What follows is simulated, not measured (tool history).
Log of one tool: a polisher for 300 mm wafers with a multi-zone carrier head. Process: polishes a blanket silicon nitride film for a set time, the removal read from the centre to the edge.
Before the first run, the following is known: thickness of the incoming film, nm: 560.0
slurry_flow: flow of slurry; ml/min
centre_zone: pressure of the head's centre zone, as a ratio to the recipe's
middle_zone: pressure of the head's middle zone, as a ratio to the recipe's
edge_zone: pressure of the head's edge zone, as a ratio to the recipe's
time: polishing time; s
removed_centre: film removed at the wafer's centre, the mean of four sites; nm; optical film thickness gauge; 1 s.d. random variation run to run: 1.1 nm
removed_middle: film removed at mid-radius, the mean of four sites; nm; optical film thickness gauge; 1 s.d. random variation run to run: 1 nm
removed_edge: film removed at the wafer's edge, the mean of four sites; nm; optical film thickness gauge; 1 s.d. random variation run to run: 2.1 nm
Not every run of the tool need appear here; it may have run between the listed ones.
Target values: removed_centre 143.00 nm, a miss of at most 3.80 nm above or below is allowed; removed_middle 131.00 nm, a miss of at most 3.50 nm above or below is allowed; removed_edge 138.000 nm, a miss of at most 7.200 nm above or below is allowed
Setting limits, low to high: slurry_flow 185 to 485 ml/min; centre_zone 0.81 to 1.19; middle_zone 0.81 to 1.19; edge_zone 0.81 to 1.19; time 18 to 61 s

Run 1, day 0.000: slurry_flow 310 ml/min, centre_zone 1.00, middle_zone 1.00, edge_zone 1.00, time 39 s. Result: removed_centre 116.17 nm, removed_middle 116.70 nm, removed_edge 116.900 nm.
Run 2, day 0.138: slurry_flow 310 ml/min, centre_zone 1.00, middle_zone 1.00, edge_zone 1.05, time 39 s. Result: removed_centre 115.59 nm, removed_middle 114.16 nm, removed_edge 120.910 nm.
Run 3, day 0.317: slurry_flow 315 ml/min, centre_zone 1.02, middle_zone 1.01, edge_zone 1.06, time 39 s. Result: removed_centre 118.07 nm, removed_middle 116.76 nm, removed_edge 119.620 nm.
Run 4, day 0.608: slurry_flow 315 ml/min, centre_zone 1.02, middle_zone 1.01, edge_zone 1.06, time 34 s. Result: removed_centre 100.86 nm, removed_middle 101.80 nm, removed_edge 102.270 nm.
Run 5, day 0.662: slurry_flow 315 ml/min, centre_zone 1.02, middle_zone 1.01, edge_zone 1.01, time 34 s. Result: removed_centre 101.52 nm, removed_middle 100.41 nm, removed_edge 98.709 nm.
Run 6, day 0.846: slurry_flow 315 ml/min, centre_zone 1.03, middle_zone 1.01, edge_zone 1.03, time 35 s. Result: removed_centre 107.02 nm, removed_middle 104.98 nm, removed_edge 106.090 nm.
Run 7, day 1.192: slurry_flow 315 ml/min, centre_zone 1.05, middle_zone 1.02, edge_zone 1.05, time 36 s. Result: removed_centre 110.40 nm, removed_middle 109.53 nm, removed_edge 110.860 nm.
Run 8, day 1.421: slurry_flow 320 ml/min, centre_zone 1.07, middle_zone 1.02, edge_zone 1.05, time 37 s. Result: removed_centre 115.17 nm, removed_middle 111.41 nm, removed_edge 110.410 nm.
Run 9, day 1.583: slurry_flow 315 ml/min, centre_zone 1.08, middle_zone 1.02, edge_zone 1.06, time 38 s. Result: removed_centre 121.12 nm, removed_middle 115.12 nm, removed_edge 115.570 nm.
Run 10, day 1.629: slurry_flow 295 ml/min, centre_zone 1.14, middle_zone 1.06, edge_zone 1.16, time 42 s. Result: removed_centre 137.98 nm, removed_middle 131.85 nm, removed_edge 130.090 nm.
Run 11, day 1.842: slurry_flow 295 ml/min, centre_zone 1.14, middle_zone 1.05, edge_zone 1.16, time 42 s. Result: removed_centre 138.47 nm, removed_middle 128.89 nm, removed_edge 135.250 nm.

Pick the move, out of 5, that brings all results within their allowed miss; only one does.
Run A, day 2.054: slurry_flow 430 ml/min, centre_zone 1.04, middle_zone 1.03, edge_zone 1.19, time 46 s. Result: removed_centre ?, removed_middle ?, removed_edge ?.
Run B, day 2.054: slurry_flow 220 ml/min, centre_zone 1.16, middle_zone 1.04, edge_zone 1.19, time 44 s. Result: removed_centre ?, removed_middle ?, removed_edge ?.
Run C, day 2.054: slurry_flow 265 ml/min, centre_zone 1.11, middle_zone 1.01, edge_zone 1.19, time 47 s. Result: removed_centre ?, removed_middle ?, removed_edge ?.
Run D, day 2.054: slurry_flow 275 ml/min, centre_zone 1.06, middle_zone 0.96, edge_zone 1.19, time 49 s. Result: removed_centre ?, removed_middle ?, removed_edge ?.
Run E, day 2.054: slurry_flow 335 ml/min, centre_zone 1.06, middle_zone 0.97, edge_zone 1.12, time 48 s. Result: removed_centre ?, removed_middle ?, removed_edge ?.

move  removed_centre  removed_middle  removed_edge
   A          145.10          142.28       152.820
   B          145.11          130.09       140.430
   C          151.48          137.99       151.980
   D          151.73          138.49       158.930
   E          151.22          138.97       152.650
A: puts the biggest miss on target and leaves a different result outside tolerance
B: every result lands within tolerance
C: takes the biggest miss from the last run beyond its target
D: takes the biggest miss from the last run beyond its target
E: takes the biggest miss from the last run beyond its target
B meets every target.

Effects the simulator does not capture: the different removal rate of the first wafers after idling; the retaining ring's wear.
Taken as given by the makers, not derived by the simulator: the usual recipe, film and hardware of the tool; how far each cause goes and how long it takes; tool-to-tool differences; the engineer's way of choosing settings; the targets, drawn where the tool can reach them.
